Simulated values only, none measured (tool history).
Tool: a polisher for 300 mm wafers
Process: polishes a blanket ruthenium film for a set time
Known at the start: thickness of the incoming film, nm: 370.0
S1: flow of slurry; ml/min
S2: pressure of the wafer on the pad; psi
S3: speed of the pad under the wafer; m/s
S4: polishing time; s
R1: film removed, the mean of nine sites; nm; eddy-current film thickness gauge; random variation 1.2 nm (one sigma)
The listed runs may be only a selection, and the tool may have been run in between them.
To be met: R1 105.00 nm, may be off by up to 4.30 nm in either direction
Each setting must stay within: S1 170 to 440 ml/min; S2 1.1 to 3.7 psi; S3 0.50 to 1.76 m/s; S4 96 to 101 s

run    day   S1   S2    S3  S4      R1
  1  0.000  280  2.4  1.12  96  171.83
  2  0.129  280  2.1  1.12  96  160.36
  3  0.267  235  2.1  1.12  96  155.56
  4  0.592  235  2.1  1.00  96  140.29
  5  0.675  235  1.9  0.98  96  128.39
  6  0.842  235  1.7  0.98  96  125.49
  7  1.025  235  1.5  0.96  96  114.28
  8  1.375  235  1.5  0.96  96  113.29
  9  1.629  235  1.4  0.96  96  113.12

Which single option among these 4 for the next run brings every result within its allowed miss of target? Just one does.
  A  1.883  250  1.4  0.98  100   ?
  B  1.883  200  1.4  0.96  100   ?
  C  1.883  225  1.6  1.00  101   ?
  D  1.883  175  1.2  0.98  100   ?

move      R1
   A  117.85
   B  113.09
   C  128.22
   D  106.15
A: its largest miss is bigger than the last run's
B: as far off as the last run
C: its largest miss is bigger than the last run's
D: every result within its allowed miss
Answer: D
